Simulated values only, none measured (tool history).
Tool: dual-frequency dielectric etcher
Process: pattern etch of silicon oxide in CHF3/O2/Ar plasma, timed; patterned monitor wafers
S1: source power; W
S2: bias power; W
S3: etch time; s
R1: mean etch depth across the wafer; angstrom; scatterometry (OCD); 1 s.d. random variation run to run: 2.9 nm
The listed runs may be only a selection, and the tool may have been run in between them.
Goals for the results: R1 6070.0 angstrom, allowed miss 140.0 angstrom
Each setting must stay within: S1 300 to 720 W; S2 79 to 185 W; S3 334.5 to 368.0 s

{"run": 1, "hour": 0.0, "S1": 510, "S2": 132, "S3": 368.0, "R1": 6735.3}
{"run": 2, "hour": 2.3, "S1": 560, "S2": 132, "S3": 368.0, "R1": 7000.7}
{"run": 3, "hour": 4.7, "S1": 560, "S2": 140, "S3": 368.0, "R1": 7134.2}
{"run": 4, "hour": 9.9, "S1": 530, "S2": 138, "S3": 367.5, "R1": 6946.4}
{"run": 5, "hour": 17.0, "S1": 500, "S2": 136, "S3": 367.0, "R1": 6772.8}
{"run": 6, "hour": 18.7, "S1": 480, "S2": 134, "S3": 366.5, "R1": 6584.2}
{"hour": 24.0, "done": "source power generator calibrated"}
{"run": 7, "hour": 24.0, "S1": 460, "S2": 133, "S3": 366.0, "R1": 6361.4}
{"run": 8, "hour": 27.0, "S1": 450, "S2": 133, "S3": 366.0, "R1": 6272.3}

4 candidate next runs follow, results not yet known. Just one meets every target within its allowed miss. Identify it.
{"run": "A", "hour": 30.0, "S1": 450, "S2": 153, "S3": 357.5, "R1": "?"}
{"run": "B", "hour": 30.0, "S1": 460, "S2": 146, "S3": 343.5, "R1": "?"}
{"run": "C", "hour": 30.0, "S1": 490, "S2": 139, "S3": 368.0, "R1": "?"}
{"run": "D", "hour": 30.0, "S1": 530, "S2": 126, "S3": 360.0, "R1": "?"}

move=A R1=6364.2
move=B R1=6093.5
move=C R1=6615.5
move=D R1=6520.4
A: moves away from the targets compared with the last run
B: each result inside its tolerance
C: moves away from the targets compared with the last run
D: moves away from the targets compared with the last run
So the answer is move B, the one that meets all the targets.
